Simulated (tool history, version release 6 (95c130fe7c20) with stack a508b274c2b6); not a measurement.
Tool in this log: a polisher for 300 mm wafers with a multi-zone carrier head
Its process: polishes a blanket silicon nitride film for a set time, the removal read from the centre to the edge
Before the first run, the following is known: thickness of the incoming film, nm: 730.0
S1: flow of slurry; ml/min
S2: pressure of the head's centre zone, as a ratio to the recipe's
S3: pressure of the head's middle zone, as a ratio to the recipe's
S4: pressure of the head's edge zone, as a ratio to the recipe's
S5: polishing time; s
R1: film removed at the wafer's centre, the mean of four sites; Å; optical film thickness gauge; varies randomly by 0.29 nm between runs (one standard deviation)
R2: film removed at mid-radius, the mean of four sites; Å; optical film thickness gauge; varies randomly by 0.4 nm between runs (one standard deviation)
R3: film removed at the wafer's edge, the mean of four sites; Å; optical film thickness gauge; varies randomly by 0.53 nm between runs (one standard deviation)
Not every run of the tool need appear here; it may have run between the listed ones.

run,day,S1,S2,S3,S4,S5,R1,R2,R3
1,0,270,1,1,1,32,589.73,570.99,576.92
2,0.375,260,0.97,0.95,0.98,28,504.02,491.79,509.07
3,0.538,325,0.97,0.95,0.98,28,512.11,495.33,513.32
4,0.708,325,0.92,0.95,0.98,28,481.68,489.63,507.98
5,0.942,325,0.92,0.95,0.98,32,566.5,565.89,598.09
6,1.204,325,0.93,0.91,0.98,27,472.7,458.11,506.58
7,1.462,325,0.94,0.89,0.96,24,425.93,403.21,444.68
8,1.7,325,0.93,0.87,0.94,22,391.2,366.27,398.24
9,2.004,325,0.92,0.85,0.93,21,364.27,339.77,376.26

Run 10, settings as shown, results not yet in. Your forecast:
10,2.15,290,0.9,0.81,0.87,21,?,?,?

For run 10 the tool returned R1 360.94 Å, R2 327.75 Å, R3 360.81 Å.
